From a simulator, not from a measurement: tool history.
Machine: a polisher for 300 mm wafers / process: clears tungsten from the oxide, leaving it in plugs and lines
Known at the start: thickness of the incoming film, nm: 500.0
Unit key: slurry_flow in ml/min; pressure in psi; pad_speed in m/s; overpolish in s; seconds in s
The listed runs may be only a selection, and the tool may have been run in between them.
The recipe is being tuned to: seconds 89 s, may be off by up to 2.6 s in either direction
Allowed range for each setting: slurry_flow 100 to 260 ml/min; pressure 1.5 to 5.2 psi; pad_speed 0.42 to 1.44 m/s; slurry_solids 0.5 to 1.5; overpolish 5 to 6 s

{"run": 1, "hour": 0.0, "slurry_flow": 165, "pressure": 3.3, "pad_speed": 0.92, "slurry_solids": 1, "overpolish": 6, "seconds": 132.65}
{"run": 2, "hour": 7.5, "slurry_flow": 165, "pressure": 3.7, "pad_speed": 0.92, "slurry_solids": 1, "overpolish": 6, "seconds": 119.05}
{"run": 3, "hour": 13.8, "slurry_flow": 165, "pressure": 3.7, "pad_speed": 0.92, "slurry_solids": 0.8, "overpolish": 6, "seconds": 122.37}
{"run": 4, "hour": 14.5, "slurry_flow": 165, "pressure": 3.7, "pad_speed": 0.92, "slurry_solids": 0.8, "overpolish": 6, "seconds": 123.05}
{"run": 5, "hour": 21.3, "slurry_flow": 170, "pressure": 3.9, "pad_speed": 0.92, "slurry_solids": 0.8, "overpolish": 6, "seconds": 116.77}
{"run": 6, "hour": 27.1, "slurry_flow": 170, "pressure": 4.1, "pad_speed": 0.92, "slurry_solids": 0.8, "overpolish": 6, "seconds": 111.6}
{"run": 7, "hour": 31.6, "slurry_flow": 170, "pressure": 4.1, "pad_speed": 0.92, "slurry_solids": 0.8, "overpolish": 6, "seconds": 110.53}
{"run": 8, "hour": 39.7, "slurry_flow": 170, "pressure": 4.2, "pad_speed": 0.92, "slurry_solids": 0.8, "overpolish": 6, "seconds": 109.05}
{"run": 9, "hour": 47.4, "slurry_flow": 175, "pressure": 4.3, "pad_speed": 0.92, "slurry_solids": 0.8, "overpolish": 6, "seconds": 106.05}
{"run": 10, "hour": 53.9, "slurry_flow": 175, "pressure": 4.4, "pad_speed": 0.92, "slurry_solids": 0.8, "overpolish": 6, "seconds": 102.81}
{"run": 11, "hour": 62.8, "slurry_flow": 175, "pressure": 4.5, "pad_speed": 0.92, "slurry_solids": 0.8, "overpolish": 6, "seconds": 102.43}

Which single option among these 5 for the next run brings every result within its allowed miss of target? Just one does.
{"run": "A", "hour": 71.7, "slurry_flow": 185, "pressure": 4.8, "pad_speed": 1.08, "slurry_solids": 0.7, "overpolish": 6, "seconds": "?"}
{"run": "B", "hour": 71.7, "slurry_flow": 170, "pressure": 4, "pad_speed": 1.36, "slurry_solids": 0.6, "overpolish": 6, "seconds": "?"}
{"run": "C", "hour": 71.7, "slurry_flow": 180, "pressure": 4.9, "pad_speed": 1.04, "slurry_solids": 0.8, "overpolish": 6, "seconds": "?"}
{"run": "D", "hour": 71.7, "slurry_flow": 175, "pressure": 4.5, "pad_speed": 0.98, "slurry_solids": 0.65, "overpolish": 6, "seconds": "?"}
{"run": "E", "hour": 71.7, "slurry_flow": 195, "pressure": 4.6, "pad_speed": 1.04, "slurry_solids": 0.7, "overpolish": 6, "seconds": "?"}

move=A seconds=83.89
move=B seconds=84.452
move=C seconds=83.296
move=D seconds=99.677
move=E seconds=89.855
A: pushes the last run's worst result past its target
B: pushes the last run's worst result past its target
C: pushes the last run's worst result past its target
D: nearer the targets than the last run, but a result is still out of spec
E: meets every target
E meets every target.

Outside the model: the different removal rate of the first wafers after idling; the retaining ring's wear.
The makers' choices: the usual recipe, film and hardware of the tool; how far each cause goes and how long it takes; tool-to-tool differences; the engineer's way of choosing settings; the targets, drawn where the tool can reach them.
